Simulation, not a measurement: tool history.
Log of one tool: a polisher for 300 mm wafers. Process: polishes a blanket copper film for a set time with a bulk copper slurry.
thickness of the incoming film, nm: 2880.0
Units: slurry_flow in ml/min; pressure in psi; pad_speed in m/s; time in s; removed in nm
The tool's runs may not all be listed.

run  hour  slurry_flow  pressure  pad_speed  slurry_solids  time  removed
  1   0.0          265       1.8       0.98           1.00    93   567.77
  2   7.7          265       2.0       1.00           1.00    93   649.14
  3  13.4          265       2.0       1.00           1.00    98   674.51
  4  20.4          205       2.0       1.00           1.00    98   645.57
  5  26.5          205       2.0       1.00           1.15    98   671.74
  6  33.9          215       2.1       1.00           1.15    98   692.34
  7  37.5          215       2.1       1.00           1.15    98   700.38
  8  44.7          215       2.1       1.00           1.15    98   702.23
  9  49.3          225       2.2       1.00           1.15    98   727.31
 10  56.6          225       2.2       1.00           1.15    98   741.03
 11  64.4          235       2.3       1.00           1.15    98   780.13

Forecast run 12:
 12  66.1          240       2.4       1.00           1.15    98        ?

Run 12 gave removed 826.48 nm.
